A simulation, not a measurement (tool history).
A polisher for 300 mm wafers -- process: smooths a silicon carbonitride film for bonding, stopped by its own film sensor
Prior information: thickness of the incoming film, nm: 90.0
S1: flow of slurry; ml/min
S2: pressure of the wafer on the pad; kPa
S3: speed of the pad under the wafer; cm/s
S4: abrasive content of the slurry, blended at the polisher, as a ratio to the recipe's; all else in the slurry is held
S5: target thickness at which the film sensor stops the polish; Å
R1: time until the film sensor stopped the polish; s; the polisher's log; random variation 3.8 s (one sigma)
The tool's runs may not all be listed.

| run | hour | S1 | S2 | S3 | S4 | S5 | R1 |
|---|---|---|---|---|---|---|---|
| 1 | 0 | 250 | 11 | 72 | 1 | 630 | 128.88 |
| 2 | 3.7 | 250 | 9.7 | 70 | 1 | 630 | 158.06 |
| 3 | 5.1 | 250 | 9.7 | 70 | 0.85 | 630 | 168.15 |
| 4 | 14 | 250 | 12.4 | 70 | 0.85 | 630 | 131.79 |
| 5 | 18.1 | 250 | 10.3 | 68 | 0.85 | 630 | 159.2 |
| 6 | 20.1 | 250 | 9 | 68 | 0.85 | 630 | 184.05 |
| 7 | 26.3 | 250 | 8.3 | 68 | 0.85 | 630 | 199.95 |

Estimate the outcome of run 8 from the log above:
| 8 | 29.8 | 250 | 7.6 | 68 | 0.85 | 630 | ? |

R1: 221.55 s
